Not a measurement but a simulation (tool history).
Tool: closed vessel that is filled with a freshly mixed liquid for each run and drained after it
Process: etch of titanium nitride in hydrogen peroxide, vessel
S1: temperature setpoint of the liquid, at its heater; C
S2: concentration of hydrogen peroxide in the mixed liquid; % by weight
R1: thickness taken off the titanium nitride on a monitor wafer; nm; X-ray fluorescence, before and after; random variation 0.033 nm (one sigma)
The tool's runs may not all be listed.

run 1 hour=0.0 | S1=45.0 S2=16.5 time_in_the_liquid_(s)=735 | R1=11.5690
run 2 hour=1.8 | S1=40.0 S2=16.5 time_in_the_liquid_(s)=735 | R1=7.9379
run 3 hour=7.1 | S1=40.0 S2=16.5 time_in_the_liquid_(s)=785 | R1=8.5159
run 4 hour=9.9 | S1=44.0 S2=16.5 time_in_the_liquid_(s)=785 | R1=11.5880
run 5 hour=12.5 | S1=43.0 S2=16.5 time_in_the_liquid_(s)=785 | R1=10.7030
run 6 hour=20.9 | S1=48.5 S2=16.5 time_in_the_liquid_(s)=785 | R1=16.0770

The next listed run, before its measurement:
run 7 hour=22.8 | S1=46.5 S2=16.5 time_in_the_liquid_(s)=785 | R1=?

{"run 7": {"R1": 13.919}}

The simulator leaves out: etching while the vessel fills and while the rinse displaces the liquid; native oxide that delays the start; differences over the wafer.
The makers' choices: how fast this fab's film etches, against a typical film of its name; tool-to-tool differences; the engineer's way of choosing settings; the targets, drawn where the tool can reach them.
